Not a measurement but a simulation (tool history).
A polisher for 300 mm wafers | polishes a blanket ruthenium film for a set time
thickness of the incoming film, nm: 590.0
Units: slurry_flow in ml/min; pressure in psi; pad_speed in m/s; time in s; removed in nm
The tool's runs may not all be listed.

| run | hour | slurry_flow | pressure | pad_speed | time | removed |
|---|---|---|---|---|---|---|
| 1 | 0 | 150 | 2.5 | 0.88 | 40 | 59.558 |
| 2 | 2.8 | 150 | 2.5 | 1.06 | 40 | 70.622 |
| 3 | 8.5 | 150 | 2.5 | 0.86 | 40 | 58.705 |
| 4 | 10.8 | 175 | 2.5 | 0.86 | 40 | 58.963 |
| 5 | 16 | 175 | 3 | 0.86 | 40 | 69.326 |
| 6 | 18 | 175 | 2.7 | 0.84 | 40 | 62.935 |
| 7 | 19.7 | 170 | 2.4 | 0.82 | 40 | 54.422 |

Forecast run 8:
| 8 | 25.8 | 170 | 2.2 | 0.82 | 40 | ? |

removed: 49.329 nm

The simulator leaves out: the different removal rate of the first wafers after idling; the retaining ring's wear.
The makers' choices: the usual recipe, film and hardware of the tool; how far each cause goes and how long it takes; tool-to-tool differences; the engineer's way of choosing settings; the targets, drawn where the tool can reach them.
